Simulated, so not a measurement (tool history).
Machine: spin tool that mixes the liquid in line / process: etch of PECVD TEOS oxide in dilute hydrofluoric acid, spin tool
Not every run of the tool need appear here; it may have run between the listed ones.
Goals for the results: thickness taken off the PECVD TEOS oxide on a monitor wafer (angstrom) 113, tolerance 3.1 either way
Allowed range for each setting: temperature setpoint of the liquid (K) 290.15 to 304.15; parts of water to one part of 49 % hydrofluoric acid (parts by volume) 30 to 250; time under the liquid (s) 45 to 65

run,hour,temperature setpoint of the liquid (K),parts of water to one part of 49 % hydrofluoric acid (parts by volume),time under the liquid (s),thickness taken off the PECVD TEOS oxide on a monitor wafer (angstrom)
1,0,296.15,140,65,83.105
2,8.5,296.15,140,65,82.976
3,9.5,298.65,140,65,90.505
4,15.4,300.15,140,65,95.867
5,23.4,301.15,140,65,100.61
6,32.4,301.15,170,65,79.469
7,35.9,302.15,160,65,89.119
8,40.5,302.65,155,65,93.49
9,45.4,303.15,150,65,98.975
10,49.9,304.15,135,65,116.46

Exercise: of the 4 proposed moves below, exactly one satisfies all targets within the stated allowed misses. Which move is it?
A,54.4,304.15,130,65,?
B,54.4,304.15,145,65,?
C,54.4,299.65,120,65,?
D,54.4,303.65,95,45,?

move,thickness taken off the PECVD TEOS oxide on a monitor wafer (angstrom)
A,121.73
B,106.92
C,113.05
D,118.94
A: misses by more than the last run did
B: takes the biggest miss from the last run beyond its target
C: every result within its allowed miss
D: misses by more than the last run did
C is the move that brings every result within its allowed miss.
